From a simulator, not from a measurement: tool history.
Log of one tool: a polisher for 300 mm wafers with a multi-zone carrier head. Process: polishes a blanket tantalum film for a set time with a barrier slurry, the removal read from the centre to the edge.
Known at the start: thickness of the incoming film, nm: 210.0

| run | hour | flow of slurry (ml/min) | pressure of the head's centre zone | pressure of the head's middle zone | pressure of the head's edge zone | abrasive content of the slurry | polishing time (s) | film removed at the wafer's centre (Å) | film removed at mid-radius (Å) | film removed at the wafer's edge (Å) |
|---|---|---|---|---|---|---|---|---|---|---|
| 1 | 0.0 | 195 | 1.00 | 1.00 | 1.00 | 1.00 | 46 | 674.08 | 643.46 | 649.16 |
| 2 | 1.4 | 195 | 1.08 | 1.00 | 1.00 | 1.00 | 46 | 732.35 | 654.20 | 662.52 |
| 3 | 5.4 | 195 | 1.05 | 1.02 | 0.96 | 0.85 | 45 | 662.63 | 583.41 | 584.41 |
| 4 | 10.0 | 190 | 1.01 | 1.05 | 0.93 | 0.80 | 45 | 616.68 | 596.35 | 568.07 |
| 5 | 17.7 | 190 | 1.01 | 1.05 | 0.93 | 0.90 | 45 | 642.67 | 637.14 | 610.39 |
| 6 | 20.1 | 190 | 1.01 | 1.05 | 0.97 | 0.90 | 45 | 638.29 | 622.54 | 595.98 |

Run 7 comes next. What will it give?
| 7 | 21.0 | 185 | 0.99 | 1.08 | 0.97 | 0.80 | 45 | ? | ? | ? |

film removed at the wafer's centre (Å): 604.20
film removed at mid-radius (Å): 595.20
film removed at the wafer's edge (Å): 585.96

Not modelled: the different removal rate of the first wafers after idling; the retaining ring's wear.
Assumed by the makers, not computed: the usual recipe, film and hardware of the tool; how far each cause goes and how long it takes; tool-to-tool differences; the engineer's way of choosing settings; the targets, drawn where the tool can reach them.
